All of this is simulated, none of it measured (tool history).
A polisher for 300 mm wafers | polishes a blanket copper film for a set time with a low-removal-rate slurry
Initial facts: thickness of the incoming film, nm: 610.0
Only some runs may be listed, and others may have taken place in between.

run	day	flow of slurry (ml/min)	pressure of the wafer on the pad (kPa)	speed of the pad under the wafer (m/s)	abrasive content of the slurry	polishing time (s)	film removed (angstrom)
1	0.000	190	16.5	0.92	1.0	27	611.63
2	0.183	190	16.5	1.04	1.0	27	689.42
3	0.408	190	16.5	1.04	0.8	27	661.97
4	0.671	190	16.5	1.04	0.8	27	660.49
5	0.708	190	17.2	1.04	0.8	27	692.15
6	0.975	190	17.2	1.22	0.8	27	813.64

What will run 7 give?
7	1.338	205	18.6	1.22	0.8	27	?

{"run 7": {"film removed (angstrom)": 884.82}}
